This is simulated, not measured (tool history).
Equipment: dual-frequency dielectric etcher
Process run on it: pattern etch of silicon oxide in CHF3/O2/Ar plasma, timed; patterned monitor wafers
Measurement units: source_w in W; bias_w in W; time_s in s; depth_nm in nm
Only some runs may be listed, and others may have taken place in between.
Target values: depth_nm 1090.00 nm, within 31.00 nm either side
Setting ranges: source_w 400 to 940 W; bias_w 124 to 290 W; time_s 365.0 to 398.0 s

run,hour,source_w,bias_w,time_s,depth_nm
1,0.0,670,207,398.0,887.01
2,4.9,670,181,398.0,846.69
3,7.6,770,181,398.0,911.69
4,10.3,810,189,398.0,946.82
5,13.3,810,203,398.0,976.95
6,16.8,840,207,398.0,995.35
7,19.5,860,211,398.0,1012.20
8,25.3,880,215,398.0,1033.70

5 candidate next runs follow, results not yet known. Just one meets every target within its allowed miss. Identify it.
A,31.1,870,214,391.0,?
B,31.1,880,245,398.0,?
C,31.1,830,231,365.0,?
D,31.1,930,252,365.0,?
E,31.1,890,218,387.5,?

move,depth_nm
A,1014.10
B,1089.30
C,950.05
D,1036.70
E,1023.00
A: moves away from the targets compared with the last run
B: every result lands within tolerance
C: moves away from the targets compared with the last run
D: gains on the last run, yet a result remains outside its allowed miss
E: moves away from the targets compared with the last run
B meets every target.
